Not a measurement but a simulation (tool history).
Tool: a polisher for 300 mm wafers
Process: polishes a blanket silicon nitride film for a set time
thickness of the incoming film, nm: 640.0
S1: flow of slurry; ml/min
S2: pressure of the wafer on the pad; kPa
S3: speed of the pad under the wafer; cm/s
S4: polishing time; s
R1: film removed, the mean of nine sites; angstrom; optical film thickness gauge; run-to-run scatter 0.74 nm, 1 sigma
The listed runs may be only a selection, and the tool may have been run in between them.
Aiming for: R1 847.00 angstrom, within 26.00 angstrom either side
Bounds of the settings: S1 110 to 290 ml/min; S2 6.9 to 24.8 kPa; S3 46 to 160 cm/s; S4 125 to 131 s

run    day   S1    S2   S3   S4       R1
  1  0.000  185  15.9  102  125  1219.00
  2  0.238  180  14.5  102  125  1106.00
  3  0.525  175  13.1  102  125  1002.80
  4  0.738  175  13.1  124  125  1141.10
  5  1.058  195  13.1  124  125  1181.90
  6  1.254  155  13.1  124  125  1131.60
  7  1.321  150  11.7  124  125  1009.80
  8  1.479  145  11.0  124  125   955.55
  9  1.712  140  10.3  124  125   908.29
 10  1.867  135  10.3  124  125   900.36
 11  2.192  130  10.3  124  125   888.39
 12  2.321  125  10.3  124  125   885.54

Next run, 5 choices. One meets every target within its allowed miss, the rest don't. Which?
  A  2.450  115   9.7  132  131   ?
  B  2.450  140  11.0  122  131   ?
  C  2.450  135  11.7  118  129   ?
  D  2.450  160  10.3  108  129   ?
  E  2.450  125  11.0  124  125   ?

move       R1
   A   910.05
   B   998.69
   C  1010.60
   D   855.25
   E   950.45
A: the biggest miss grows against the last run
B: the biggest miss grows against the last run
C: the biggest miss grows against the last run
D: every result lands within tolerance
E: the biggest miss grows against the last run
The move that meets every target is D.

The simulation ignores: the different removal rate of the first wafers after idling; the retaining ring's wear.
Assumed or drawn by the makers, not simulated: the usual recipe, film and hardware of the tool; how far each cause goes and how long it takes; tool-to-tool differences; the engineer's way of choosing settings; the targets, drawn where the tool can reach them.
